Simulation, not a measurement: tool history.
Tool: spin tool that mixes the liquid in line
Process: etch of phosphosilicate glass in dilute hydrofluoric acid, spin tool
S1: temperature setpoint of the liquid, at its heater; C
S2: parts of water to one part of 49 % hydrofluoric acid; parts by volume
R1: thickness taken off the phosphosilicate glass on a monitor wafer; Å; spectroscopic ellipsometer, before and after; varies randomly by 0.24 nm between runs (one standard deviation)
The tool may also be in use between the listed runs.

run 1 hour=0 | S1=21 S2=215 time_under_the_liquid_(s)=70 | R1=162.95
run 2 hour=5 | S1=22.5 S2=210 time_under_the_liquid_(s)=70 | R1=177.95
run 3 hour=8.4 | S1=24 S2=205 time_under_the_liquid_(s)=70 | R1=192.52
run 4 hour=9.3 | S1=22.5 S2=205 time_under_the_liquid_(s)=70 | R1=182.53
run 5 hour=11.4 | S1=24 S2=200 time_under_the_liquid_(s)=70 | R1=197.73
run 6 hour=12.8 | S1=25 S2=195 time_under_the_liquid_(s)=70 | R1=211.33
run 7 hour=17.5 | S1=26 S2=195 time_under_the_liquid_(s)=70 | R1=219.93

Estimate the outcome of run 8 from the log above:
run 8 hour=20.9 | S1=26.5 S2=195 time_under_the_liquid_(s)=70 | R1=?

{"run 8": {"R1": 229.76}}

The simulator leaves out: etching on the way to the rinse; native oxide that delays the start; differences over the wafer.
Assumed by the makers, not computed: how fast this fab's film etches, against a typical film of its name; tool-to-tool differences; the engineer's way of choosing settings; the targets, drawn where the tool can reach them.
